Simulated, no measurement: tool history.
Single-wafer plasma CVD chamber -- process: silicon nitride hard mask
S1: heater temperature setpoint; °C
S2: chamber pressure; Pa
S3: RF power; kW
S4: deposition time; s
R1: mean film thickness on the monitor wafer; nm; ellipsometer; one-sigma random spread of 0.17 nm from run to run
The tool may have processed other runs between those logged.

run	hour	S1	S2	S3	S4	R1
1	0	395	233	0.395	34.9	49.164
2	4.5	395	233	0.34	34.9	45.026
3	13.2	387	233	0.34	34.9	44.964
4	21.7	387	225	0.335	34.9	44.044
5	23.3	387	225	0.335	35.9	45.286
6	31.7	387	217	0.335	35.9	44.898
7	39.5	387	209	0.335	35.9	43.558
8	40.4	387	209	0.335	35.9	43.666

What does the tool deliver on the next run?
9	41.3	387	205	0.335	35.9	?

Run 9 yielded R1 43.448 nm.
